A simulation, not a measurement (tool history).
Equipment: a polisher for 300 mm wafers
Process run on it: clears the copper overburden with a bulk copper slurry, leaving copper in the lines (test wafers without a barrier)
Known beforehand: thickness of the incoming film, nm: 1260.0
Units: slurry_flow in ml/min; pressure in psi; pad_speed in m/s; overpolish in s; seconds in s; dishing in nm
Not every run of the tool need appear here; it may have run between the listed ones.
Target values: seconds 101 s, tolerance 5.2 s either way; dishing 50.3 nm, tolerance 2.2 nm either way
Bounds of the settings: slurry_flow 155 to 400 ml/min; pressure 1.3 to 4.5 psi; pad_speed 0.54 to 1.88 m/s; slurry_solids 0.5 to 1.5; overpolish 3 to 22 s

| run | hour | slurry_flow | pressure | pad_speed | slurry_solids | overpolish | seconds | dishing |
|---|---|---|---|---|---|---|---|---|
| 1 | 0 | 255 | 2.9 | 1.2 | 1 | 11 | 126.85 | 42.385 |
| 2 | 1.5 | 255 | 2.9 | 1.04 | 1 | 11 | 141.65 | 40.449 |
| 3 | 4.8 | 255 | 2.9 | 1.04 | 1 | 16 | 140.26 | 44.824 |
| 4 | 9.7 | 255 | 2.3 | 1.04 | 1 | 16 | 168.22 | 41.332 |
| 5 | 13.9 | 255 | 2.3 | 0.9 | 1 | 16 | 190.91 | 39.653 |
| 6 | 16.4 | 255 | 2.9 | 0.92 | 1 | 15 | 150.39 | 43.599 |
| 7 | 20.4 | 255 | 3.2 | 0.94 | 1 | 14 | 137.34 | 45.326 |
| 8 | 21.3 | 255 | 3.5 | 0.96 | 1 | 13 | 121 | 46.329 |
| 9 | 26.5 | 255 | 3.7 | 0.96 | 1 | 13 | 112.36 | 47.099 |

Which one of the following 5 next-run settings gets every result inside its allowed miss? There is exactly one.
| A | 31.7 | 245 | 3.7 | 1.12 | 1.1 | 16 | ? | ? |
| B | 31.7 | 210 | 4 | 1.08 | 0.95 | 10 | ? | ? |
| C | 31.7 | 190 | 3.8 | 1.16 | 1.1 | 10 | ? | ? |
| D | 31.7 | 225 | 3.4 | 1.32 | 1.1 | 10 | ? | ? |
| E | 31.7 | 275 | 3.9 | 0.9 | 1 | 12 | ? | ? |

| move | seconds | dishing |
|---|---|---|
| A | 103.96 | 49.49 |
| B | 103.31 | 44.775 |
| C | 102.01 | 44.742 |
| D | 101.61 | 44.296 |
| E | 114.71 | 45.761 |
A: hits every target within its allowed miss
B: the worst result of the last run now meets its target, but another is out of spec
C: the worst result of the last run now meets its target, but another is out of spec
D: the worst result of the last run now meets its target, but another is out of spec
E: moves away from the targets compared with the last run
The move that meets every target is A.
